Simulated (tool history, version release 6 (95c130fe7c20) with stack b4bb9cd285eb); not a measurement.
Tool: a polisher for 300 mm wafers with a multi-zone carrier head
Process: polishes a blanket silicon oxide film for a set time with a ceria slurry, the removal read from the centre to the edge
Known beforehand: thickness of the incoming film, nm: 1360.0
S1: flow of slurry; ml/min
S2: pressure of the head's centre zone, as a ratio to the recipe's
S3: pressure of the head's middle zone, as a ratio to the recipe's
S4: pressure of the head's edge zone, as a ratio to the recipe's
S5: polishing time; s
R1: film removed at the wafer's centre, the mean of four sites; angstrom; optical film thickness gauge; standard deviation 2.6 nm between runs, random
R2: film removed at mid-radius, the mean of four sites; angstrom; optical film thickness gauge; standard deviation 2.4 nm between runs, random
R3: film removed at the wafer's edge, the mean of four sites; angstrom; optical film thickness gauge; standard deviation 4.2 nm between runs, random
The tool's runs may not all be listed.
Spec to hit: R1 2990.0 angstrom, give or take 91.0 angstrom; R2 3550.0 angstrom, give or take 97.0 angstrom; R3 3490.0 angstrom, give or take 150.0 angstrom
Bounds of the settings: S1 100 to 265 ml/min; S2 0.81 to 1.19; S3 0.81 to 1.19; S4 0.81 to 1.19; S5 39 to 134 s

| run | hour | S1 | S2 | S3 | S4 | S5 | R1 | R2 | R3 |
|---|---|---|---|---|---|---|---|---|---|
| 1 | 0.0 | 170 | 1.00 | 1.00 | 1.00 | 86 | 4066.8 | 4108.7 | 4089.6 |
| 2 | 2.4 | 170 | 1.00 | 0.92 | 1.00 | 86 | 4089.0 | 3828.2 | 4061.8 |
| 3 | 9.5 | 155 | 1.00 | 0.92 | 1.00 | 86 | 3922.2 | 3796.0 | 4025.1 |
| 4 | 14.5 | 155 | 1.00 | 0.92 | 1.00 | 94 | 4360.9 | 4156.4 | 4420.3 |
| 5 | 17.4 | 155 | 1.07 | 0.92 | 1.00 | 94 | 4723.0 | 4077.3 | 4405.0 |
| 6 | 23.6 | 150 | 1.03 | 0.92 | 0.98 | 92 | 4344.9 | 3942.5 | 4222.1 |
| 7 | 31.6 | 150 | 1.03 | 0.92 | 0.98 | 92 | 4352.1 | 3982.9 | 4286.0 |
| 8 | 34.9 | 150 | 1.03 | 0.92 | 0.98 | 92 | 4365.9 | 3985.8 | 4311.0 |

Exercise: of the 5 proposed moves below, exactly one satisfies all targets within the stated allowed misses. Which move is it?
| A | 38.2 | 155 | 0.89 | 1.05 | 1.04 | 72 | ? | ? | ? |
| B | 38.2 | 145 | 0.95 | 1.06 | 0.97 | 77 | ? | ? | ? |
| C | 38.2 | 235 | 0.94 | 1.12 | 1.05 | 69 | ? | ? | ? |
| D | 38.2 | 160 | 0.98 | 1.07 | 1.00 | 70 | ? | ? | ? |
| E | 38.2 | 150 | 1.00 | 1.06 | 0.94 | 79 | ? | ? | ? |

| move | R1 | R2 | R3 |
|---|---|---|---|
| A | 2950.7 | 3542.0 | 3517.4 |
| B | 3316.3 | 3763.7 | 3599.3 |
| C | 3227.0 | 3838.5 | 3557.5 |
| D | 3184.8 | 3520.4 | 3369.6 |
| E | 3613.2 | 3889.3 | 3657.8 |
A: hits every target within its allowed miss
B: nearer than the last run, and not there yet
C: nearer than the last run, and not there yet
D: nearer than the last run, and not there yet
E: nearer than the last run, and not there yet
Answer: A
